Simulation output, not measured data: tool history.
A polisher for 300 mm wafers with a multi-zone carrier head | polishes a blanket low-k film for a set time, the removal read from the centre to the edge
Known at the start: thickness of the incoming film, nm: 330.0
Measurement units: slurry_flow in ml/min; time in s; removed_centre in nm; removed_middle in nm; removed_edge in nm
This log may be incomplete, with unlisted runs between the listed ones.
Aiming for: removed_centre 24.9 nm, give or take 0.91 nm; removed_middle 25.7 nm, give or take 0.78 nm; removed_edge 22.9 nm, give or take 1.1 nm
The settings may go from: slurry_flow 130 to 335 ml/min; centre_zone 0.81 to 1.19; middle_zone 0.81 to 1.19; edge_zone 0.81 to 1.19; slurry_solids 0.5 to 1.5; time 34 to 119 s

run,hour,slurry_flow,centre_zone,middle_zone,edge_zone,slurry_solids,time,removed_centre,removed_middle,removed_edge
1,0,215,1,1,1,1,76,21.252,21.219,20.779
2,8.3,220,1.01,1.02,1.01,1,76,21.691,21.526,20.957
3,10.2,220,1.01,1.02,1.01,1,84,23.649,24.242,23.111
4,15.5,225,1.01,1.03,1.01,1,84,23.526,24.118,22.998
5,21.9,225,1.02,1.04,1.01,1,84,24.281,24.407,23.463
6,26.3,225,1.02,1.04,1.01,1.2,84,25.682,26.077,24.253
7,28.7,225,1.02,1.04,1,1.2,84,26.263,26.268,24.47
8,32.6,220,1.02,1.04,0.99,1.2,84,26.001,25.787,24.353

Exercise: of the 4 proposed moves below, exactly one satisfies all targets within the stated allowed misses. Which move is it?
A,36.5,215,1.1,1.07,1.08,1.15,77,?,?,?
B,36.5,230,0.99,1.02,0.87,1.2,84,?,?,?
C,36.5,255,1.19,1.07,0.9,1.2,75,?,?,?
D,36.5,290,1.17,1.14,0.81,1.35,72,?,?,?

move,removed_centre,removed_middle,removed_edge
A,24.955,24.268,22.802
B,25.14,26.304,22.985
C,27.428,24.576,21.042
D,27.473,26.137,20.327
A: the furthest-off result lands on target, but another misses its tolerance
B: all results land within tolerance of their targets
C: takes the biggest miss from the last run beyond its target
D: takes the biggest miss from the last run beyond its target
Move B is the one to make.

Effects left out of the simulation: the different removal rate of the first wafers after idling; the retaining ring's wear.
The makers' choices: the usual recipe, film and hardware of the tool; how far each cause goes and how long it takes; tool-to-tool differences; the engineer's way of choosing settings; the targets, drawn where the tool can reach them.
